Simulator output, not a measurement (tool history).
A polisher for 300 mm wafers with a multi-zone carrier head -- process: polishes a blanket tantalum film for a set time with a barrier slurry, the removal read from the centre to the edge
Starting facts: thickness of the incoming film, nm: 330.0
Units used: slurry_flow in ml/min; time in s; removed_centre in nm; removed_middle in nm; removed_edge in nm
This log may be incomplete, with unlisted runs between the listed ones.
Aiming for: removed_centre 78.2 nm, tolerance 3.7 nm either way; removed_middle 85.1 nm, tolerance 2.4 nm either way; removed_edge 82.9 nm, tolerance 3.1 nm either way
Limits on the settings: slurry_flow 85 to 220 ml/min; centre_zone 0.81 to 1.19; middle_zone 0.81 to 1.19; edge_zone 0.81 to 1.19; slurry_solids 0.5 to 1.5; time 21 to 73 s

{"run": 1, "hour": 0.0, "slurry_flow": 140, "centre_zone": 1, "middle_zone": 1, "edge_zone": 1, "slurry_solids": 1, "time": 47, "removed_centre": 62.551, "removed_middle": 60.83, "removed_edge": 58.825}
{"run": 2, "hour": 3.8, "slurry_flow": 140, "centre_zone": 1, "middle_zone": 1, "edge_zone": 1, "slurry_solids": 1, "time": 56, "removed_centre": 75.843, "removed_middle": 72.238, "removed_edge": 69.891}
{"run": 3, "hour": 9.7, "slurry_flow": 150, "centre_zone": 0.99, "middle_zone": 1.01, "edge_zone": 1.03, "slurry_solids": 1, "time": 56, "removed_centre": 74.166, "removed_middle": 73.936, "removed_edge": 72.179}
{"run": 4, "hour": 13.6, "slurry_flow": 150, "centre_zone": 0.99, "middle_zone": 1.01, "edge_zone": 1.03, "slurry_solids": 0.8, "time": 56, "removed_centre": 70.857, "removed_middle": 68.777, "removed_edge": 66.04}
{"run": 5, "hour": 22.2, "slurry_flow": 170, "centre_zone": 0.99, "middle_zone": 1.01, "edge_zone": 1.03, "slurry_solids": 0.8, "time": 56, "removed_centre": 71.706, "removed_middle": 70.739, "removed_edge": 68.36}
{"run": 6, "hour": 25.0, "slurry_flow": 175, "centre_zone": 0.99, "middle_zone": 1.02, "edge_zone": 1.05, "slurry_solids": 0.85, "time": 56, "removed_centre": 74.011, "removed_middle": 73.261, "removed_edge": 71.207}
{"run": 7, "hour": 29.7, "slurry_flow": 180, "centre_zone": 0.99, "middle_zone": 1.03, "edge_zone": 1.07, "slurry_solids": 0.85, "time": 56, "removed_centre": 73.816, "removed_middle": 74.102, "removed_edge": 71.85}
{"hour": 37.2, "done": "edge zone pressure recalibrated"}
{"run": 8, "hour": 37.2, "slurry_flow": 185, "centre_zone": 0.99, "middle_zone": 1.04, "edge_zone": 1.08, "slurry_solids": 0.9, "time": 56, "removed_centre": 75.748, "removed_middle": 76.073, "removed_edge": 76.066}
{"run": 9, "hour": 38.0, "slurry_flow": 190, "centre_zone": 0.99, "middle_zone": 1.05, "edge_zone": 1.08, "slurry_solids": 0.9, "time": 56, "removed_centre": 74.362, "removed_middle": 77.581, "removed_edge": 77.285}
{"run": 10, "hour": 46.6, "slurry_flow": 195, "centre_zone": 1, "middle_zone": 1.06, "edge_zone": 1.08, "slurry_solids": 0.9, "time": 56, "removed_centre": 76.568, "removed_middle": 78.465, "removed_edge": 77.317}
{"run": 11, "hour": 49.1, "slurry_flow": 200, "centre_zone": 1, "middle_zone": 1.07, "edge_zone": 1.08, "slurry_solids": 0.9, "time": 56, "removed_centre": 76.106, "removed_middle": 78.963, "removed_edge": 77.409}

Pick the move, out of 5, that brings all results within their allowed miss; only one does.
{"run": "A", "hour": 51.6, "slurry_flow": 220, "centre_zone": 0.99, "middle_zone": 1.14, "edge_zone": 1.19, "slurry_solids": 0.75, "time": 60, "removed_centre": "?", "removed_middle": "?", "removed_edge": "?"}
{"run": "B", "hour": 51.6, "slurry_flow": 200, "centre_zone": 0.93, "middle_zone": 1.19, "edge_zone": 1.01, "slurry_solids": 0.65, "time": 63, "removed_centre": "?", "removed_middle": "?", "removed_edge": "?"}
{"run": "C", "hour": 51.6, "slurry_flow": 190, "centre_zone": 1.06, "middle_zone": 1.02, "edge_zone": 1.12, "slurry_solids": 0.8, "time": 56, "removed_centre": "?", "removed_middle": "?", "removed_edge": "?"}
{"run": "D", "hour": 51.6, "slurry_flow": 195, "centre_zone": 0.9, "middle_zone": 1, "edge_zone": 1.19, "slurry_solids": 1.3, "time": 53, "removed_centre": "?", "removed_middle": "?", "removed_edge": "?"}
{"run": "E", "hour": 51.6, "slurry_flow": 160, "centre_zone": 1.05, "middle_zone": 1.15, "edge_zone": 1.02, "slurry_solids": 1, "time": 57, "removed_centre": "?", "removed_middle": "?", "removed_edge": "?"}

move=A removed_centre=77.467 removed_middle=85.528 removed_edge=82.836
move=B removed_centre=71.657 removed_middle=87.531 removed_edge=75.404
move=C removed_centre=77.261 removed_middle=72.754 removed_edge=75.487
move=D removed_centre=71.14 removed_middle=77.749 removed_edge=84.494
move=E removed_centre=80.801 removed_middle=85.163 removed_edge=76.689
A: meets every target
B: takes the result that was furthest off past its target
C: further off than the last run
D: further off than the last run
E: puts the biggest miss on target and leaves a different result outside tolerance
Go with A: it meets all targets.
